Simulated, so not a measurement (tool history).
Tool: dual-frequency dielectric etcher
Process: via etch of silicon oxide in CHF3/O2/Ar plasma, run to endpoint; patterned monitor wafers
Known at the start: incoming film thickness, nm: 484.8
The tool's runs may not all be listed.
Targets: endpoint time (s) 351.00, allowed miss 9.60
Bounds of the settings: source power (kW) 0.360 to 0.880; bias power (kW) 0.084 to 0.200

run,hour,source power (kW),bias power (kW),endpoint time (s)
1,0.0,0.620,0.142,285.04
2,5.8,0.520,0.142,312.20
3,7.9,0.520,0.128,318.89
4,12.1,0.630,0.128,288.42
5,14.0,0.600,0.126,297.41
6,16.6,0.520,0.126,318.21
7,22.1,0.500,0.125,325.25
8,30.0,0.490,0.124,332.30
9,35.2,0.480,0.124,340.19

5 next moves are on the table. One of them brings every result within its allowed miss. Which?
A,40.4,0.570,0.105,?
B,40.4,0.510,0.135,?
C,40.4,0.420,0.137,?
D,40.4,0.500,0.128,?
E,40.4,0.530,0.141,?

move,endpoint time (s)
A,314.28
B,315.16
C,349.20
D,322.42
E,305.73
A: further off than the last run
B: further off than the last run
C: meets every target
D: further off than the last run
E: further off than the last run
The right move is C.
